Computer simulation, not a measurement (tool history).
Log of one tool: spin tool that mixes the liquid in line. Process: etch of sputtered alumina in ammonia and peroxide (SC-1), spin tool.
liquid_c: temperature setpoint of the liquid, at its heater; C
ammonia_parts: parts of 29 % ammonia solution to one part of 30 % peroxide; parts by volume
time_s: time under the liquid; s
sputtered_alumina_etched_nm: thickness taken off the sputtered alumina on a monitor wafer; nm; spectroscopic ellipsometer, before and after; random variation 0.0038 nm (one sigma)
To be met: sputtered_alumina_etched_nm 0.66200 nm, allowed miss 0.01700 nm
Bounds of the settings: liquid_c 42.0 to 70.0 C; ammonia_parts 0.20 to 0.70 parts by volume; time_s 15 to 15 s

run  hour  liquid_c  ammonia_parts  time_s  sputtered_alumina_etched_nm
  1   0.0      58.0           0.40      15                      1.28930
  2   6.7      58.0           0.25      15                      1.22630
  3   8.3      56.5           0.25      15                      1.12810
  4  12.4      55.0           0.25      15                      1.04540
  5  18.9      54.0           0.25      15                      0.99280
  6  20.7      53.0           0.25      15                      0.94683
  7  27.7      52.0           0.25      15                      0.89480
  8  29.6      51.0           0.25      15                      0.83607
  9  37.6      51.0           0.25      15                      0.84500
 10  44.4      50.5           0.25      15                      0.81511
 11  53.0      50.0           0.25      15                      0.79857
 12  59.2      49.5           0.25      15                      0.77602
 13  64.3      49.0           0.25      15                      0.75447
 14  67.9      48.5           0.25      15                      0.73649
 15  68.7      48.0           0.25      15                      0.71614

Which of these 4 next moves meets every target?
  A  69.5      48.0           0.20      15                            ?
  B  69.5      46.5           0.30      15                            ?
  C  69.5      49.5           0.25      15                            ?
  D  69.5      47.5           0.25      15                            ?

move  sputtered_alumina_etched_nm
   A                      0.69900
   B                      0.66797
   C                      0.77611
   D                      0.69440
A: nearer than the last run, and not there yet
B: meets every target
C: further off than the last run
D: nearer than the last run, and not there yet
Move B is the one to make.
